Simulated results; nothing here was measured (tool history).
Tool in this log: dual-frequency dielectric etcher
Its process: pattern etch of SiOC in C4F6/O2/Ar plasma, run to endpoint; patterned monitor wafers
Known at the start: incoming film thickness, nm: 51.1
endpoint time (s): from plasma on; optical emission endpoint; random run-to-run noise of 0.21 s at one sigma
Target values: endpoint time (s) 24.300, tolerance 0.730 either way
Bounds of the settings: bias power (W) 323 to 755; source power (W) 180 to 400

run	day	bias power (W)	source power (W)	endpoint time (s)
1	0.000	539	290	18.855
2	0.029	578	290	18.213
3	0.262	578	240	19.844
4	0.375	524	230	21.110
5	0.562	487	220	21.861
6	0.829	565	220	20.634
7	1.050	521	210	21.836
8	1.100	492	200	22.787
9	1.183	475	200	23.371

Of the 5 settings listed for the next run, only one would bring every result within its allowed miss of target. Which one?
A	1.267	433	200	?
B	1.267	483	220	?
C	1.267	570	210	?
D	1.267	471	220	?
E	1.267	476	240	?

move	endpoint time (s)
A	24.291
B	22.097
C	20.805
D	22.369
E	21.449
A: hits every target within its allowed miss
B: the biggest miss grows against the last run
C: the biggest miss grows against the last run
D: the biggest miss grows against the last run
E: the biggest miss grows against the last run
Answer: A
